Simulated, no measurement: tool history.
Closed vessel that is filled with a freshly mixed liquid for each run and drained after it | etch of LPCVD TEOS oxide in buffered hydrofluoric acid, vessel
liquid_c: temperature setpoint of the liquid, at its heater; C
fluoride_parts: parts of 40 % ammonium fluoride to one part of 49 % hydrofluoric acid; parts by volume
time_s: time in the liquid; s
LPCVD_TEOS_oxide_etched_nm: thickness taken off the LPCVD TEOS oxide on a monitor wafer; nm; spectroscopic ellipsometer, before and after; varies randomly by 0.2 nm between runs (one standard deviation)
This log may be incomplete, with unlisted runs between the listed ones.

run 1 hour=0 | liquid_c=21 fluoride_parts=15.5 time_s=30 | LPCVD_TEOS_oxide_etched_nm=27.543
run 2 hour=6.3 | liquid_c=23.5 fluoride_parts=15.5 time_s=30 | LPCVD_TEOS_oxide_etched_nm=31.648
run 3 hour=7 | liquid_c=22.5 fluoride_parts=15.5 time_s=30 | LPCVD_TEOS_oxide_etched_nm=29.384
run 4 hour=10.8 | liquid_c=22.5 fluoride_parts=11.5 time_s=30 | LPCVD_TEOS_oxide_etched_nm=39.714
run 5 hour=16.2 | liquid_c=22.5 fluoride_parts=11.5 time_s=30 | LPCVD_TEOS_oxide_etched_nm=40.58
run 6 hour=23.1 | liquid_c=22.5 fluoride_parts=11.5 time_s=30 | LPCVD_TEOS_oxide_etched_nm=40.044
run 7 hour=23.7 | liquid_c=21 fluoride_parts=12 time_s=30 | LPCVD_TEOS_oxide_etched_nm=34.991
run 8 hour=27.1 | liquid_c=20 fluoride_parts=12.5 time_s=30 | LPCVD_TEOS_oxide_etched_nm=31.76
run 9 hour=30.7 | liquid_c=19.5 fluoride_parts=13 time_s=30 | LPCVD_TEOS_oxide_etched_nm=30.268
run 10 hour=35.3 | liquid_c=19 fluoride_parts=13.5 time_s=30 | LPCVD_TEOS_oxide_etched_nm=27.868

Expected results for the next run?
run 11 hour=41.8 | liquid_c=18.5 fluoride_parts=13.5 time_s=30 | LPCVD_TEOS_oxide_etched_nm=?

LPCVD_TEOS_oxide_etched_nm: 27.053 nm

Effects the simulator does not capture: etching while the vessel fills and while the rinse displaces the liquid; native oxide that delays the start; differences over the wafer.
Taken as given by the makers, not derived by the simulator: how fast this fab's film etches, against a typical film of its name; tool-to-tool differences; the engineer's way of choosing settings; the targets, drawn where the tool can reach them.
